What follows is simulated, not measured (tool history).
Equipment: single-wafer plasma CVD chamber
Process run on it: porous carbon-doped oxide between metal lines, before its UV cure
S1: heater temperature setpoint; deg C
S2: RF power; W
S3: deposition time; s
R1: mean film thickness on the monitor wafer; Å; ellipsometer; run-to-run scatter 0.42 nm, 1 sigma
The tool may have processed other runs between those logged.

run  hour   S1   S2    S3      R1
  1   0.0  310  425  39.5  1522.2
  2   8.2  318  425  39.5  1456.4
  3  14.0  318  425  40.8  1516.4
  4  21.0  320  405  40.6  1421.6
  5  26.7  313  405  40.6  1470.0
  6  31.9  313  405  39.5  1432.7
  7  36.8  316  390  39.5  1369.9
  8  39.7  318  380  39.5  1328.7
  9  47.5  330  330  39.5  1111.4

For run 10, what comes out?
 10  54.9  329  330  39.5   ?

For run 10 the tool returned R1 1111.9 Å.
